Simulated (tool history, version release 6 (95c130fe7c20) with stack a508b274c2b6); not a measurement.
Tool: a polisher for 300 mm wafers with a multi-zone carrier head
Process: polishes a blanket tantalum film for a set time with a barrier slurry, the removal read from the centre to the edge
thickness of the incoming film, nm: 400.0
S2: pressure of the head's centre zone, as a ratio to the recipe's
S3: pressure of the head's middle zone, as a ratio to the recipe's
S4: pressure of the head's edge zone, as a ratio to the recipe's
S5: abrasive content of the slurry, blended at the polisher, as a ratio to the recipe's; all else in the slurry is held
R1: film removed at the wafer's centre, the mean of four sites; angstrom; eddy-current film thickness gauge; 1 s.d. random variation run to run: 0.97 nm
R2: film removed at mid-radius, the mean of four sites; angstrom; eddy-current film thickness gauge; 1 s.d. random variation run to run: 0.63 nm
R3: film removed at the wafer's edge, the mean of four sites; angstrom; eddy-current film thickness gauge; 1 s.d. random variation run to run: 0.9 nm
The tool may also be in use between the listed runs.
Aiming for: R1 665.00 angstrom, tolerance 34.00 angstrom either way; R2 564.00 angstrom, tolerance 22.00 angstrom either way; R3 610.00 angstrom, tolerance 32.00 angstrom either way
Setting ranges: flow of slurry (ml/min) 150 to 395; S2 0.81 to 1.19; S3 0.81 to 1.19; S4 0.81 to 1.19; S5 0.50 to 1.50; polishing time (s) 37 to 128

run 1 day=0.000 | flow_of_slurry_(ml/min)=250 S2=1.00 S3=1.00 S4=1.00 S5=1.00 polishing_time_(s)=82 | R1=1136.90 R2=1124.00 R3=1155.80
run 2 day=0.225 | flow_of_slurry_(ml/min)=250 S2=1.01 S3=0.98 S4=0.99 S5=0.95 polishing_time_(s)=77 | R1=1055.30 R2=1033.70 R3=1060.50
run 3 day=0.433 | flow_of_slurry_(ml/min)=250 S2=1.01 S3=0.98 S4=0.99 S5=0.80 polishing_time_(s)=77 | R1=979.53 R2=970.30 R3=976.26
run 4 day=0.742 | flow_of_slurry_(ml/min)=245 S2=1.02 S3=0.96 S4=0.99 S5=0.75 polishing_time_(s)=74 | R1=955.55 R2=888.06 R3=925.08
run 5 day=0.812 | flow_of_slurry_(ml/min)=245 S2=1.02 S3=0.96 S4=0.99 S5=0.75 polishing_time_(s)=83 | R1=1074.20 R2=1017.30 R3=1084.70
run 6 day=0.867 | flow_of_slurry_(ml/min)=245 S2=1.02 S3=0.95 S4=0.98 S5=0.70 polishing_time_(s)=79 | R1=990.31 R2=942.66 R3=985.11
run 7 day=0.912 | flow_of_slurry_(ml/min)=245 S2=1.02 S3=0.94 S4=0.98 S5=0.65 polishing_time_(s)=75 | R1=926.49 R2=847.74 R3=912.01
run 8 day=0.979 | flow_of_slurry_(ml/min)=245 S2=1.02 S3=0.93 S4=0.97 S5=0.65 polishing_time_(s)=72 | R1=854.74 R2=816.08 R3=889.05
run 9 day=1.075 | flow_of_slurry_(ml/min)=245 S2=1.04 S3=0.93 S4=0.97 S5=0.65 polishing_time_(s)=69 | R1=877.93 R2=775.88 R3=808.70
run 10 day=1.204 | flow_of_slurry_(ml/min)=245 S2=1.04 S3=0.92 S4=0.96 S5=0.65 polishing_time_(s)=67 | R1=838.47 R2=750.08 R3=793.28
run 11 day=1.321 | flow_of_slurry_(ml/min)=235 S2=1.09 S3=0.87 S4=0.89 S5=0.50 polishing_time_(s)=47 | R1=566.31 R2=457.96 R3=483.91
run 12 day=1.429 | flow_of_slurry_(ml/min)=240 S2=1.09 S3=0.88 S4=0.91 S5=0.50 polishing_time_(s)=47 | R1=568.97 R2=463.71 R3=509.15
run 13 day=1.538 | flow_of_slurry_(ml/min)=245 S2=1.10 S3=0.90 S4=0.92 S5=0.50 polishing_time_(s)=47 | R1=582.59 R2=469.93 R3=518.69
run 14 day=1.612 | flow_of_slurry_(ml/min)=250 S2=1.10 S3=0.92 S4=0.93 S5=0.55 polishing_time_(s)=47 | R1=595.30 R2=494.99 R3=530.39
run 15 day=1.717 | flow_of_slurry_(ml/min)=255 S2=1.10 S3=0.93 S4=0.94 S5=0.55 polishing_time_(s)=47 | R1=588.74 R2=506.23 R3=525.92
run 16 day=1.804 | flow_of_slurry_(ml/min)=255 S2=1.10 S3=0.93 S4=0.95 S5=0.55 polishing_time_(s)=47 | R1=581.79 R2=507.53 R3=527.14
run 17 day=1.854 | flow_of_slurry_(ml/min)=270 S2=1.15 S3=0.94 S4=1.05 S5=0.80 polishing_time_(s)=49 | R1=714.57 R2=602.72 R3=659.64

Pick the move, out of 4, that brings all results within their allowed miss; only one does.
run A day=1.904 | flow_of_slurry_(ml/min)=340 S2=1.15 S3=0.98 S4=1.10 S5=1.05 polishing_time_(s)=41 | R1=? R2=? R3=?
run B day=1.904 | flow_of_slurry_(ml/min)=215 S2=1.09 S3=0.88 S4=1.13 S5=0.85 polishing_time_(s)=52 | R1=? R2=? R3=?
run C day=1.904 | flow_of_slurry_(ml/min)=180 S2=1.09 S3=0.84 S4=1.06 S5=0.70 polishing_time_(s)=51 | R1=? R2=? R3=?
run D day=1.904 | flow_of_slurry_(ml/min)=300 S2=1.19 S3=1.07 S4=0.84 S5=0.75 polishing_time_(s)=49 | R1=? R2=? R3=?

move=A R1=693.17 R2=576.61 R3=611.99
move=B R1=740.22 R2=603.94 R3=713.98
move=C R1=661.57 R2=523.82 R3=625.46
move=D R1=770.05 R2=662.24 R3=579.42
A: all results in spec
B: moves away from the targets compared with the last run
C: pushes the last run's worst result past its target
D: moves away from the targets compared with the last run
A is the move that brings every result within its allowed miss.
